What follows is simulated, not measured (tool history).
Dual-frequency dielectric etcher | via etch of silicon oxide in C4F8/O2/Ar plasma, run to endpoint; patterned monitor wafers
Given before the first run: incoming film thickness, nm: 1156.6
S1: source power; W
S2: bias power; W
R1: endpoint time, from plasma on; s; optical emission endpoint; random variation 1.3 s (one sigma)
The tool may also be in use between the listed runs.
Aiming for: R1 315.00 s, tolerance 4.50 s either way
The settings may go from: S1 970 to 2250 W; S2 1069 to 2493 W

{"run": 1, "hour": 0.0, "S1": 1610, "S2": 1781, "R1": 242.49}
{"run": 2, "hour": 8.5, "S1": 1610, "S2": 2016, "R1": 233.01}
{"run": 3, "hour": 15.0, "S1": 1400, "S2": 1740, "R1": 263.76}
{"run": 4, "hour": 23.1, "S1": 1400, "S2": 2039, "R1": 249.92}
{"run": 5, "hour": 24.5, "S1": 1400, "S2": 1808, "R1": 262.84}
{"run": 6, "hour": 29.0, "S1": 1260, "S2": 1771, "R1": 279.02}
{"run": 7, "hour": 33.2, "S1": 1260, "S2": 1771, "R1": 279.14}
{"run": 8, "hour": 37.9, "S1": 1170, "S2": 1753, "R1": 293.77}
{"run": 9, "hour": 43.1, "S1": 1120, "S2": 1750, "R1": 300.47}
{"run": 10, "hour": 49.9, "S1": 1090, "S2": 1748, "R1": 308.77}
{"run": 11, "hour": 52.4, "S1": 1080, "S2": 1747, "R1": 310.37}
{"run": 12, "hour": 55.1, "S1": 1080, "S2": 1747, "R1": 309.22}

Of the 5 settings listed for the next run, only one would bring every result within its allowed miss of target. Which one?
{"run": "A", "hour": 57.8, "S1": 1000, "S2": 2177, "R1": "?"}
{"run": "B", "hour": 57.8, "S1": 1110, "S2": 1597, "R1": "?"}
{"run": "C", "hour": 57.8, "S1": 990, "S2": 2119, "R1": "?"}
{"run": "D", "hour": 57.8, "S1": 1180, "S2": 1565, "R1": "?"}
{"run": "E", "hour": 57.8, "S1": 1140, "S2": 1683, "R1": "?"}

move=A R1=304.21
move=B R1=314.99
move=C R1=309.67
move=D R1=304.69
move=E R1=304.10
A: the biggest miss grows against the last run
B: in spec on every target
C: gains on the last run, yet a result remains outside its allowed miss
D: the biggest miss grows against the last run
E: the biggest miss grows against the last run
Move B is the one to make.
